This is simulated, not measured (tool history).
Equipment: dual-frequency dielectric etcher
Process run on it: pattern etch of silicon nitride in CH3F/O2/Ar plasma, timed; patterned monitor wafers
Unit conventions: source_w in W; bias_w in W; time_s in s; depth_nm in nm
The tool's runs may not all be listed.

run	hour	source_w	bias_w	time_s	depth_nm
1	0.0	520	73	50.5	38.164
2	4.8	520	65	50.5	35.938
3	6.9	500	64	50.5	35.546
4	13.9	490	63	50.5	35.093
5	21.4	490	63	46.5	32.297
6	29.2	490	70	46.5	34.009

For run 7, what comes out?
7	35.8	490	70	46.5	?

depth_nm: 33.390 nm

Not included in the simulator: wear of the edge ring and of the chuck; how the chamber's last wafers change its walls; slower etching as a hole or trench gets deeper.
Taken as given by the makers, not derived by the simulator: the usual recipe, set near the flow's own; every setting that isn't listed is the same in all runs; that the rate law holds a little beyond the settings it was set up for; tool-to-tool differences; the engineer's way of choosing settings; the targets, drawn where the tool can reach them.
